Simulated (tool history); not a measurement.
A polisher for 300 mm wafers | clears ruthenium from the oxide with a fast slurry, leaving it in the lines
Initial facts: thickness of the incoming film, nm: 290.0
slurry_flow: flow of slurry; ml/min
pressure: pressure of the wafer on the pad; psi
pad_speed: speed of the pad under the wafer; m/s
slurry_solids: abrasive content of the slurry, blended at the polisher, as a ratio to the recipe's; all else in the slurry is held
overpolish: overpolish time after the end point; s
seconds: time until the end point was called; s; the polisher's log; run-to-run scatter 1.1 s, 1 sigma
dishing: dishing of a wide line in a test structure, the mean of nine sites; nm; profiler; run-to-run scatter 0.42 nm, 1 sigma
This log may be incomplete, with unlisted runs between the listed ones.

run  hour  slurry_flow  pressure  pad_speed  slurry_solids  overpolish  seconds  dishing
  1     0          215       2.4       1.18              1          27   73.951   78.317
  2   2.2          220       2.1       1.14              1          23   86.111   60.734
  3   9.8          220       2.1       1.14              1          28   85.462   70.459
  4  18.2          225       1.9        1.1              1          24    96.82     54.7
  5  22.7          225       1.9       0.84              1          24   114.82   46.101
  6  25.2          225       1.9       0.84              1          13   114.97   27.365
  7  28.6          220       1.8       0.84              1          13   123.54   25.388
  8  33.4          205       1.8       0.84              1          14   121.74   27.493
  9  39.8          215       1.4       0.84              1          16   154.52   23.928
 10  47.9          220       1.4       0.84              1          16   154.43   25.438
 11  49.8          225       1.4       0.84              1          16   153.89   24.349
 12    56          255       1.6       0.84              1          16   135.23   28.466
 13  61.2          250       1.6       0.84              1          16   133.81   27.933
 14  69.8          245       1.6       0.84              1          16   133.63   27.262
 15  72.7          240       1.6       0.84              1          16   135.12   28.472
 16  80.2          235       1.6       0.84              1          16    134.6   28.106
 17    87          230       1.6       0.84              1          16   135.52   28.088

Run 18 comes next. What will it give?
 18  89.4          225       1.6       0.84              1          16        ?        ?

Run 18 yielded seconds 134.38 s, dishing 27.518 nm.
